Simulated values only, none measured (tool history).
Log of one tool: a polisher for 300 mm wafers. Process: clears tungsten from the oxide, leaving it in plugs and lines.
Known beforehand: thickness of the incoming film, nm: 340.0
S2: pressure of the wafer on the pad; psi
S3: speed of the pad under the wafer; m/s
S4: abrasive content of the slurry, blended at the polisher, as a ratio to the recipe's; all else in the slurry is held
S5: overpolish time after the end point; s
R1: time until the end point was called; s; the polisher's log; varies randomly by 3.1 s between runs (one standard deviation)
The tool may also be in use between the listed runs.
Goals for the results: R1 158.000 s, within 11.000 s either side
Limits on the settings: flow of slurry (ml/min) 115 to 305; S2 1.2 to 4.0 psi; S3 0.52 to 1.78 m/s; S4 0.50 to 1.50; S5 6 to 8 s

{"run": 1, "hour": 0.0, "flow of slurry (ml/min)": 195, "S2": 2.6, "S3": 1.14, "S4": 1.0, "S5": 8, "R1": 88.469}
{"run": 2, "hour": 6.5, "flow of slurry (ml/min)": 195, "S2": 2.6, "S3": 1.14, "S4": 1.15, "S5": 8, "R1": 86.747}
{"run": 3, "hour": 13.8, "flow of slurry (ml/min)": 195, "S2": 2.6, "S3": 1.14, "S4": 1.35, "S5": 8, "R1": 82.859}
{"run": 4, "hour": 21.7, "flow of slurry (ml/min)": 195, "S2": 2.3, "S3": 1.1, "S4": 1.35, "S5": 8, "R1": 90.687}
{"run": 5, "hour": 24.0, "flow of slurry (ml/min)": 195, "S2": 2.1, "S3": 1.02, "S4": 1.35, "S5": 8, "R1": 109.68}
{"run": 6, "hour": 30.5, "flow of slurry (ml/min)": 195, "S2": 2.1, "S3": 1.26, "S4": 1.35, "S5": 8, "R1": 95.054}
{"run": 7, "hour": 35.7, "flow of slurry (ml/min)": 195, "S2": 1.9, "S3": 1.22, "S4": 1.35, "S5": 8, "R1": 107.46}
{"run": 8, "hour": 42.1, "flow of slurry (ml/min)": 195, "S2": 1.8, "S3": 1.2, "S4": 1.35, "S5": 8, "R1": 113.73}
{"run": 9, "hour": 47.9, "flow of slurry (ml/min)": 195, "S2": 1.7, "S3": 1.18, "S4": 1.35, "S5": 8, "R1": 119.08}

5 next moves are on the table. One of them brings every result within its allowed miss. Which?
{"run": "A", "hour": 53.7, "flow of slurry (ml/min)": 225, "S2": 1.3, "S3": 0.94, "S4": 1.25, "S5": 8, "R1": "?"}
{"run": "B", "hour": 53.7, "flow of slurry (ml/min)": 185, "S2": 1.2, "S3": 0.98, "S4": 1.3, "S5": 8, "R1": "?"}
{"run": "C", "hour": 53.7, "flow of slurry (ml/min)": 185, "S2": 1.9, "S3": 1.26, "S4": 1.45, "S5": 6, "R1": "?"}
{"run": "D", "hour": 53.7, "flow of slurry (ml/min)": 285, "S2": 1.4, "S3": 0.92, "S4": 1.45, "S5": 8, "R1": "?"}
{"run": "E", "hour": 53.7, "flow of slurry (ml/min)": 185, "S2": 2.4, "S3": 1.32, "S4": 1.5, "S5": 6, "R1": "?"}

move=A R1=182.800
move=B R1=195.200
move=C R1=103.510
move=D R1=161.650
move=E R1=79.257
A: carries the result that was furthest off beyond its target, to the other side
B: carries the result that was furthest off beyond its target, to the other side
C: further off than the last run
D: all results land within tolerance of their targets
E: further off than the last run
Correct choice: D, which meets every target
